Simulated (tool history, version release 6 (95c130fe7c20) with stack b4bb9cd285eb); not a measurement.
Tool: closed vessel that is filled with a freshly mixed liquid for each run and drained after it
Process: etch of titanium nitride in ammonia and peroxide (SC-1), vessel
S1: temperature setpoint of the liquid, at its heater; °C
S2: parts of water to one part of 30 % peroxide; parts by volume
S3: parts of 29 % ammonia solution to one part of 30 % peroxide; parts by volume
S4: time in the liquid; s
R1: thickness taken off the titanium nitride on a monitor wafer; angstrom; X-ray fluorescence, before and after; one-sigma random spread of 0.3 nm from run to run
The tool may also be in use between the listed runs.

Run 1, hour 0.0: S1 51.0 °C, S2 7.5 parts by volume, S3 0.95 parts by volume, S4 575 s. Result: R1 896.43 angstrom.
Run 2, hour 4.3: S1 46.0 °C, S2 7.5 parts by volume, S3 0.95 parts by volume, S4 575 s. Result: R1 628.84 angstrom.
Run 3, hour 11.6: S1 48.0 °C, S2 7.5 parts by volume, S3 0.95 parts by volume, S4 575 s. Result: R1 725.40 angstrom.
Run 4, hour 16.0: S1 49.0 °C, S2 7.5 parts by volume, S3 0.95 parts by volume, S4 575 s. Result: R1 782.17 angstrom.
Run 5, hour 23.8: S1 49.0 °C, S2 7.5 parts by volume, S3 0.80 parts by volume, S4 575 s. Result: R1 759.59 angstrom.
Run 6, hour 26.2: S1 49.0 °C, S2 7.5 parts by volume, S3 0.50 parts by volume, S4 575 s. Result: R1 705.76 angstrom.
Run 7, hour 34.8: S1 54.5 °C, S2 7.5 parts by volume, S3 0.50 parts by volume, S4 575 s. Result: R1 1033.40 angstrom.

Forecast run 8:
Run 8, hour 38.4: S1 54.0 °C, S2 7.5 parts by volume, S3 0.50 parts by volume, S4 575 s. Result: R1 ?.

R1: 995.62 angstrom

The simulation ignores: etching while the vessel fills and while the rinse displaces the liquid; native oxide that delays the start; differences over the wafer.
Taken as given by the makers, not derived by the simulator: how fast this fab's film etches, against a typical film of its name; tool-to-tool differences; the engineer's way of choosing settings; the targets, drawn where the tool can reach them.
